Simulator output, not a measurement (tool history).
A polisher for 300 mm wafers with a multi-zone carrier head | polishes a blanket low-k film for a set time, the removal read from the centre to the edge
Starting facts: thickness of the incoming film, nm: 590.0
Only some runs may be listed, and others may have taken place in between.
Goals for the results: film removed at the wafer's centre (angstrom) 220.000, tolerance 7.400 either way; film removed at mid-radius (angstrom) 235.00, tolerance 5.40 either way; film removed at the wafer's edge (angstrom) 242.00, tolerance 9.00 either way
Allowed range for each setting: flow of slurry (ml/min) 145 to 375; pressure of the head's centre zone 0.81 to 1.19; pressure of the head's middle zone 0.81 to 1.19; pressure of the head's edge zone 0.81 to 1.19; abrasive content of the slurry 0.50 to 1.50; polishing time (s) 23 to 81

run,hour,flow of slurry (ml/min),pressure of the head's centre zone,pressure of the head's middle zone,pressure of the head's edge zone,abrasive content of the slurry,polishing time (s),film removed at the wafer's centre (angstrom),film removed at mid-radius (angstrom),film removed at the wafer's edge (angstrom)
1,0.0,240,1.00,1.00,1.00,1.00,52,165.830,166.07,171.01
2,3.7,240,0.92,1.00,1.00,1.00,52,156.290,166.98,168.39
3,10.1,240,0.92,1.00,1.00,1.00,40,118.810,128.60,129.69
4,16.7,240,0.96,1.00,1.00,1.00,40,124.080,127.59,131.86
# hour 25.3: worn pad replaced by a new one
5,25.3,240,0.96,1.00,1.00,1.00,31,108.150,113.59,117.46
6,28.1,240,0.88,1.00,1.00,1.00,31,99.459,114.05,114.85
7,29.5,250,0.91,1.02,1.04,1.10,37,131.060,142.75,146.63
8,35.3,295,0.96,1.12,1.14,1.35,42,172.460,196.37,192.42
9,42.5,300,1.00,1.09,1.19,1.50,50,229.290,240.01,247.80
10,49.1,295,1.00,1.09,1.19,1.50,50,230.330,239.40,243.69

Which single option among these 4 for the next run brings every result within its allowed miss of target? Just one does.
A,55.7,285,0.99,1.08,1.17,1.40,51,?,?,?
B,55.7,350,0.90,0.88,1.19,1.30,56,?,?,?
C,55.7,300,0.98,0.89,1.19,1.50,54,?,?,?
D,55.7,315,0.93,0.90,1.19,1.50,52,?,?,?

move,film removed at the wafer's centre (angstrom),film removed at mid-radius (angstrom),film removed at the wafer's edge (angstrom)
A,220.050,235.17,240.47
B,217.040,221.13,262.48
C,238.290,224.75,265.70
D,218.850,219.20,256.79
A: meets every target
B: the worst result of the last run now meets its target, but another is out of spec
C: moves away from the targets compared with the last run
D: the worst result of the last run now meets its target, but another is out of spec
Move A is the one to make.
